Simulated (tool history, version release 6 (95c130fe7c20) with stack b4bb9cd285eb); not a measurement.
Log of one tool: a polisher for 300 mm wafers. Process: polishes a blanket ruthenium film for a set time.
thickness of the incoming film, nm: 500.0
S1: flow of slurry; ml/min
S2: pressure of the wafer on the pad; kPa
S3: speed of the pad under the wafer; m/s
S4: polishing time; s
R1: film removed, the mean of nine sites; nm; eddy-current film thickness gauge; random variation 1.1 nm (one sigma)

{"run": 1, "hour": 0.0, "S1": 250, "S2": 19.3, "S3": 0.84, "S4": 44, "R1": 51.792}
{"run": 2, "hour": 5.2, "S1": 250, "S2": 20.7, "S3": 0.86, "S4": 44, "R1": 54.966}
{"run": 3, "hour": 11.6, "S1": 250, "S2": 22.1, "S3": 0.88, "S4": 44, "R1": 61.467}
{"run": 4, "hour": 20.5, "S1": 250, "S2": 23.4, "S3": 0.9, "S4": 44, "R1": 66.182}
{"run": 5, "hour": 26.0, "S1": 250, "S2": 24.8, "S3": 0.92, "S4": 44, "R1": 71.769}
{"run": 6, "hour": 26.9, "S1": 250, "S2": 24.8, "S3": 0.92, "S4": 44, "R1": 70.968}
{"run": 7, "hour": 35.6, "S1": 250, "S2": 24.8, "S3": 0.92, "S4": 44, "R1": 72.37}
{"run": 8, "hour": 41.0, "S1": 250, "S2": 25.5, "S3": 0.92, "S4": 44, "R1": 73.08}
{"run": 9, "hour": 45.1, "S1": 250, "S2": 26.2, "S3": 0.94, "S4": 44, "R1": 76.657}
{"run": 10, "hour": 53.4, "S1": 250, "S2": 26.9, "S3": 0.96, "S4": 44, "R1": 80.059}
{"run": 11, "hour": 58.9, "S1": 250, "S2": 27.6, "S3": 0.98, "S4": 44, "R1": 83.447}

Forecast run 12:
{"run": 12, "hour": 64.5, "S1": 250, "S2": 28.3, "S3": 1.0, "S4": 44, "R1": "?"}

R1: 86.600 nm

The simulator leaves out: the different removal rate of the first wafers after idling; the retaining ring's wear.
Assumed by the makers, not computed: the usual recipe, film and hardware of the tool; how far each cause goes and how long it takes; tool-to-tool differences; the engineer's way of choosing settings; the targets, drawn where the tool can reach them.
